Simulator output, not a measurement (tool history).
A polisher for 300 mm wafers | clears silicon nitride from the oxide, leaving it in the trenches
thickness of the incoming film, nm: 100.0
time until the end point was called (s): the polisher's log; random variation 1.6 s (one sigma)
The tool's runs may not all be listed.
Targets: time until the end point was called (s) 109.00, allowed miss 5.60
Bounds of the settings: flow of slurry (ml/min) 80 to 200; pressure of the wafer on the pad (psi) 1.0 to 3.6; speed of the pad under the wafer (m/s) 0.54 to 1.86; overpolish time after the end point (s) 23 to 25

| run | hour | flow of slurry (ml/min) | pressure of the wafer on the pad (psi) | speed of the pad under the wafer (m/s) | overpolish time after the end point (s) | time until the end point was called (s) |
|---|---|---|---|---|---|---|
| 1 | 0.0 | 130 | 2.3 | 1.18 | 23 | 142.00 |
| 2 | 8.9 | 115 | 2.3 | 1.18 | 23 | 144.44 |
| 3 | 13.7 | 115 | 2.3 | 1.18 | 23 | 145.05 |
| 4 | 22.3 | 115 | 2.4 | 1.18 | 23 | 138.21 |
| 5 | 24.2 | 115 | 2.5 | 1.18 | 23 | 133.00 |
| 6 | 31.7 | 115 | 2.5 | 1.18 | 23 | 131.78 |
| 7 | 32.6 | 115 | 2.5 | 1.18 | 23 | 131.08 |
| 8 | 38.0 | 115 | 2.6 | 1.18 | 23 | 128.47 |
| 9 | 39.5 | 115 | 2.7 | 1.18 | 23 | 124.21 |
| 10 | 44.3 | 115 | 2.8 | 1.18 | 23 | 118.92 |
| 11 | 51.2 | 115 | 2.9 | 1.18 | 23 | 118.56 |

5 next moves are on the table. One of them brings every result within its allowed miss. Which?
| A | 58.1 | 135 | 2.4 | 1.44 | 23 | ? |
| B | 58.1 | 120 | 2.7 | 1.16 | 23 | ? |
| C | 58.1 | 125 | 3.6 | 0.88 | 25 | ? |
| D | 58.1 | 120 | 2.7 | 1.12 | 23 | ? |
| E | 58.1 | 95 | 3.0 | 1.06 | 23 | ? |

| move | time until the end point was called (s) |
|---|---|
| A | 110.29 |
| B | 124.22 |
| C | 120.70 |
| D | 128.45 |
| E | 130.12 |
A: meets every target
B: further off than the last run
C: further off than the last run
D: further off than the last run
E: further off than the last run
The right move is A.

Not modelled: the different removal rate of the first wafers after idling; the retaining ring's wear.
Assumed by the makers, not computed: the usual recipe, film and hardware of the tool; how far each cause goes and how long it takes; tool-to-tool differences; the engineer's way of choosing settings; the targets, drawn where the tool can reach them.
